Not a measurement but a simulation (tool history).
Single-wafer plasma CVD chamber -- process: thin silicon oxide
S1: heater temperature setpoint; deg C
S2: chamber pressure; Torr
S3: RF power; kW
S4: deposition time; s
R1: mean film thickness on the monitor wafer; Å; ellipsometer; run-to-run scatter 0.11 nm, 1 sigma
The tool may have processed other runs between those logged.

{"run": 1, "hour": 0.0, "S1": 385, "S2": 0.917, "S3": 0.34, "S4": 8.8, "R1": 181.75}
{"run": 2, "hour": 5.2, "S1": 385, "S2": 0.917, "S3": 0.31, "S4": 8.8, "R1": 174.53}
{"run": 3, "hour": 8.7, "S1": 385, "S2": 0.917, "S3": 0.29, "S4": 8.8, "R1": 168.86}
{"run": 4, "hour": 11.6, "S1": 385, "S2": 0.967, "S3": 0.29, "S4": 8.8, "R1": 175.62}
{"run": 5, "hour": 17.8, "S1": 385, "S2": 0.967, "S3": 0.29, "S4": 8.3, "R1": 165.51}
{"run": 6, "hour": 23.8, "S1": 385, "S2": 0.967, "S3": 0.29, "S4": 8.8, "R1": 175.13}

Run 7, settings as shown, results not yet in. Your forecast:
{"run": 7, "hour": 27.0, "S1": 385, "S2": 1.01, "S3": 0.29, "S4": 8.8, "R1": "?"}

Run 7 yielded R1 180.96 Å.
